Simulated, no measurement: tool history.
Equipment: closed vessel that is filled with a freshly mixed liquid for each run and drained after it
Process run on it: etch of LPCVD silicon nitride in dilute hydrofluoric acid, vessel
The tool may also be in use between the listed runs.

run  hour  temperature setpoint of the liquid (°C)  parts of water to one part of 49 % hydrofluoric acid (parts by volume)  time in the liquid (s)  thickness taken off the LPCVD silicon nitride on a monitor wafer (angstrom)
  1     0                                       24                                                                     215                    2940                                                                       68.574
  2   8.2                                       21                                                                     215                    2940                                                                       56.029
  3  16.9                                     18.5                                                                     215                    2940                                                                       47.225
  4  21.3                                       20                                                                     215                    2940                                                                       52.803
  5  26.2                                       20                                                                     155                    2940                                                                        73.11
  6  28.1                                       20                                                                     155                    2940                                                                       72.075
  7  34.7                                       20                                                                     155                    2940                                                                       72.379
  8  38.3                                     20.5                                                                     155                    2940                                                                       75.116
  9  42.9                                       21                                                                     155                    2940                                                                       77.233

Forecast run 10:
 10    51                                     21.5                                                                     155                    2940                                                                            ?

Run 10 measured thickness taken off the LPCVD silicon nitride on a monitor wafer (angstrom) 79.548.

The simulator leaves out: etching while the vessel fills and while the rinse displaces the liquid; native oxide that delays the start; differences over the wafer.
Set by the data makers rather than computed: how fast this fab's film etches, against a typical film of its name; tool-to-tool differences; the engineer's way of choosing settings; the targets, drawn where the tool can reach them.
